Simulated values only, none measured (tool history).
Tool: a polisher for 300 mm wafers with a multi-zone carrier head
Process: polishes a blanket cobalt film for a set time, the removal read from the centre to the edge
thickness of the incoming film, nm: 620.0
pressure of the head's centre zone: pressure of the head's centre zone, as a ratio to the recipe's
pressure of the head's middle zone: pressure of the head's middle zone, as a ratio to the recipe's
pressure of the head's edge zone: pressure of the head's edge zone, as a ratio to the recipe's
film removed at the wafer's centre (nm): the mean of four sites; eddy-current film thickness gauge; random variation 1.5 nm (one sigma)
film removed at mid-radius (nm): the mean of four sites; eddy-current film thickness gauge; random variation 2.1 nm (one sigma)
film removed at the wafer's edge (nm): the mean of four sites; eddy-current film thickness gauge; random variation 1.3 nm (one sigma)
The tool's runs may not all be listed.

run	hour	flow of slurry (ml/min)	pressure of the head's centre zone	pressure of the head's middle zone	pressure of the head's edge zone	polishing time (s)	film removed at the wafer's centre (nm)	film removed at mid-radius (nm)	film removed at the wafer's edge (nm)
1	0.0	140	1.00	1.00	1.00	47	197.67	197.71	195.82
2	8.7	130	0.98	0.95	0.97	46	188.30	183.07	188.08
3	12.7	130	0.91	0.95	0.97	46	175.66	182.34	188.02
4	18.7	130	0.91	1.04	0.97	46	175.53	199.01	188.07
5	20.2	130	0.91	1.04	0.97	42	161.57	181.44	171.72
6	26.1	130	0.91	1.04	0.97	48	185.60	208.49	195.66
7	30.9	125	0.91	0.99	0.94	46	176.87	188.29	186.15
8	34.3	120	0.91	0.96	0.93	44	165.31	177.55	174.84
9	35.9	115	0.92	0.92	0.93	43	163.61	167.84	174.43

The next listed run, before its measurement:
10	44.3	115	0.93	0.90	0.92	42	?	?	?

Run 10 gave film removed at the wafer's centre (nm) 162.35, film removed at mid-radius (nm) 156.32, film removed at the wafer's edge (nm) 166.60.

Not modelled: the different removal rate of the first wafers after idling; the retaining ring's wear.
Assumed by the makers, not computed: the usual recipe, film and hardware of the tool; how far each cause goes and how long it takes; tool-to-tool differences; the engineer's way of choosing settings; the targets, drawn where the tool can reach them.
